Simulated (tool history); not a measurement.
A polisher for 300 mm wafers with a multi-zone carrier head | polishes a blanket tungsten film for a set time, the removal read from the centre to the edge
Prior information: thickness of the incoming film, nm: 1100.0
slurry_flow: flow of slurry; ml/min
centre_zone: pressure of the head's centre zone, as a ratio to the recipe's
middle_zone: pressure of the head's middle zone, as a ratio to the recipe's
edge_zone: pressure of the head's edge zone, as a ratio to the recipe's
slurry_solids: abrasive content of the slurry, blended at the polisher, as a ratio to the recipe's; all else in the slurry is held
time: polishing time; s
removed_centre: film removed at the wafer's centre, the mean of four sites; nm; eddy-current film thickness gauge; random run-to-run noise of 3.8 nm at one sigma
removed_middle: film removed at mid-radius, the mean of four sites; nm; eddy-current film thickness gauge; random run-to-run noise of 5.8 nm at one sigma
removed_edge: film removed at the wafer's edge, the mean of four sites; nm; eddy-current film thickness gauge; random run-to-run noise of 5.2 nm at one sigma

Run 1, day 0.000: slurry_flow 280 ml/min, centre_zone 1.00, middle_zone 1.00, edge_zone 1.00, slurry_solids 1.00, time 72 s. Result: removed_centre 329.47 nm, removed_middle 334.74 nm, removed_edge 328.97 nm.
Run 2, day 0.108: slurry_flow 285 ml/min, centre_zone 0.98, middle_zone 1.05, edge_zone 1.02, slurry_solids 1.05, time 72 s. Result: removed_centre 336.52 nm, removed_middle 361.82 nm, removed_edge 337.59 nm.
Run 3, day 0.238: slurry_flow 285 ml/min, centre_zone 0.98, middle_zone 1.05, edge_zone 1.02, slurry_solids 1.05, time 89 s. Result: removed_centre 421.71 nm, removed_middle 447.13 nm, removed_edge 427.04 nm.
Run 4, day 0.571: slurry_flow 285 ml/min, centre_zone 0.98, middle_zone 1.05, edge_zone 1.10, slurry_solids 1.05, time 89 s. Result: removed_centre 408.11 nm, removed_middle 437.86 nm, removed_edge 426.53 nm.
Run 5, day 0.692: slurry_flow 285 ml/min, centre_zone 0.96, middle_zone 1.08, edge_zone 1.10, slurry_solids 0.95, time 88 s. Result: removed_centre 378.47 nm, removed_middle 437.62 nm, removed_edge 422.69 nm.
Run 6, day 0.875: slurry_flow 290 ml/min, centre_zone 0.96, middle_zone 1.11, edge_zone 1.08, slurry_solids 0.90, time 86 s. Result: removed_centre 372.29 nm, removed_middle 429.14 nm, removed_edge 392.57 nm.
Run 7, day 0.900: slurry_flow 290 ml/min, centre_zone 0.94, middle_zone 1.13, edge_zone 1.08, slurry_solids 0.85, time 86 s. Result: removed_centre 354.88 nm, removed_middle 428.72 nm, removed_edge 386.41 nm.

Expected results for the next run?
Run 8, day 0.967: slurry_flow 290 ml/min, centre_zone 0.93, middle_zone 1.14, edge_zone 1.07, slurry_solids 0.85, time 86 s. Result: removed_centre ?, removed_middle ?, removed_edge ?.

removed_centre: 353.30 nm
removed_middle: 429.38 nm
removed_edge: 384.43 nm
